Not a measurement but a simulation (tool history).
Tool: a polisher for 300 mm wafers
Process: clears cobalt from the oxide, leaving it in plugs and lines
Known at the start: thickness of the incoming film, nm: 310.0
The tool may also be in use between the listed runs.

run,hour,flow of slurry (ml/min),pressure of the wafer on the pad (kPa),speed of the pad under the wafer (cm/s),overpolish time after the end point (s),time until the end point was called (s),dishing of a wide line in a test structure (Å)
1,0.0,315,10.3,98,19,109.17,405.12
2,2.7,315,10.3,78,19,139.74,360.21
3,7.6,315,10.3,80,17,134.68,345.70
4,9.0,315,10.3,80,20,134.16,378.55
5,11.7,310,10.3,82,17,129.44,354.78
6,12.3,310,10.3,104,17,104.62,397.58
7,15.0,320,9.7,106,15,110.76,374.38
8,20.4,320,9.7,106,15,111.89,371.07
9,22.2,295,9.7,102,13,112.73,310.29
10,30.1,295,9.7,102,13,112.45,308.33
11,36.4,285,9.7,102,13,117.05,303.06
12,40.8,275,9.7,102,13,117.24,315.27
13,42.7,275,9.7,102,12,117.97,295.51
14,49.4,270,9.7,102,11,118.13,267.09
15,51.4,265,9.7,102,11,116.20,279.79
16,56.4,260,9.7,102,11,118.59,264.56

Run 17 comes next. What will it give?
17,61.1,255,9.7,102,11,?,?

Run 17 gave time until the end point was called (s) 112.34, dishing of a wide line in a test structure (Å) 276.97.

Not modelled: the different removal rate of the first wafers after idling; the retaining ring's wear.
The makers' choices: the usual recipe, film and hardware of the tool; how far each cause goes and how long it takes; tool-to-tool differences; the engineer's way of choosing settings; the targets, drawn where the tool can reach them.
